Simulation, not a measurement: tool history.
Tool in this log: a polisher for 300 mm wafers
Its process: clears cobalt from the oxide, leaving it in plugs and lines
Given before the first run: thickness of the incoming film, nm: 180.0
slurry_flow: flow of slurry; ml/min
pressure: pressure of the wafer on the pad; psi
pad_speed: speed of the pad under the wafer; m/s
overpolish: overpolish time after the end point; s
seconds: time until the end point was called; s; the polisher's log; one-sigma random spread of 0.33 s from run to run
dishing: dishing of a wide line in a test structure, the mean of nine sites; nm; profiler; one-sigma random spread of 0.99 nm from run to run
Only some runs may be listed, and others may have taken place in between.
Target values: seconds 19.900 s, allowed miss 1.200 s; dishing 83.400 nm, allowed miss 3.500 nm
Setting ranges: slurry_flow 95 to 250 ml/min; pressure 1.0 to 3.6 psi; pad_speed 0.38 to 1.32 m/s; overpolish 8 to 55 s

Run 1, day 0.000: slurry_flow 160 ml/min, pressure 2.3 psi, pad_speed 0.84 m/s, overpolish 28 s. Result: seconds 33.964 s, dishing 69.800 nm.
Run 2, day 0.046: slurry_flow 135 ml/min, pressure 2.3 psi, pad_speed 0.84 m/s, overpolish 28 s. Result: seconds 35.292 s, dishing 68.769 nm.
Run 3, day 0.167: slurry_flow 135 ml/min, pressure 2.4 psi, pad_speed 0.84 m/s, overpolish 28 s. Result: seconds 34.045 s, dishing 71.231 nm.
Run 4, day 0.408: slurry_flow 140 ml/min, pressure 2.5 psi, pad_speed 0.84 m/s, overpolish 27 s. Result: seconds 31.677 s, dishing 69.650 nm.
Run 5, day 0.571: slurry_flow 165 ml/min, pressure 2.5 psi, pad_speed 0.84 m/s, overpolish 27 s. Result: seconds 31.198 s, dishing 70.759 nm.
Run 6, day 0.792: slurry_flow 200 ml/min, pressure 2.5 psi, pad_speed 0.84 m/s, overpolish 27 s. Result: seconds 30.392 s, dishing 70.719 nm.
Run 7, day 0.883: slurry_flow 200 ml/min, pressure 2.6 psi, pad_speed 0.84 m/s, overpolish 27 s. Result: seconds 29.722 s, dishing 74.212 nm.
Run 8, day 0.988: slurry_flow 200 ml/min, pressure 2.7 psi, pad_speed 0.84 m/s, overpolish 26 s. Result: seconds 28.572 s, dishing 72.517 nm.
Run 9, day 1.150: slurry_flow 200 ml/min, pressure 2.8 psi, pad_speed 0.84 m/s, overpolish 26 s. Result: seconds 27.387 s, dishing 71.301 nm.
Run 10, day 1.350: slurry_flow 200 ml/min, pressure 2.9 psi, pad_speed 0.84 m/s, overpolish 27 s. Result: seconds 26.700 s, dishing 72.475 nm.
Run 11, day 1.646: slurry_flow 200 ml/min, pressure 3.5 psi, pad_speed 0.88 m/s, overpolish 31 s. Result: seconds 22.495 s, dishing 79.583 nm.

4 candidate next runs follow, results not yet known. Just one meets every target within its allowed miss. Identify it.
Run A, day 1.942: slurry_flow 175 ml/min, pressure 3.4 psi, pad_speed 0.76 m/s, overpolish 37 s. Result: seconds ?, dishing ?.
Run B, day 1.942: slurry_flow 125 ml/min, pressure 3.6 psi, pad_speed 1.08 m/s, overpolish 45 s. Result: seconds ?, dishing ?.
Run C, day 1.942: slurry_flow 200 ml/min, pressure 3.2 psi, pad_speed 0.76 m/s, overpolish 43 s. Result: seconds ?, dishing ?.
Run D, day 1.942: slurry_flow 215 ml/min, pressure 3.1 psi, pad_speed 0.68 m/s, overpolish 30 s. Result: seconds ?, dishing ?.

move  seconds  dishing
   A   25.402   80.254
   B   19.370   83.345
   C   26.322   81.546
   D   29.078   74.624
A: further off than the last run
B: every result lands within tolerance
C: further off than the last run
D: further off than the last run
Correct choice: B, which meets every target

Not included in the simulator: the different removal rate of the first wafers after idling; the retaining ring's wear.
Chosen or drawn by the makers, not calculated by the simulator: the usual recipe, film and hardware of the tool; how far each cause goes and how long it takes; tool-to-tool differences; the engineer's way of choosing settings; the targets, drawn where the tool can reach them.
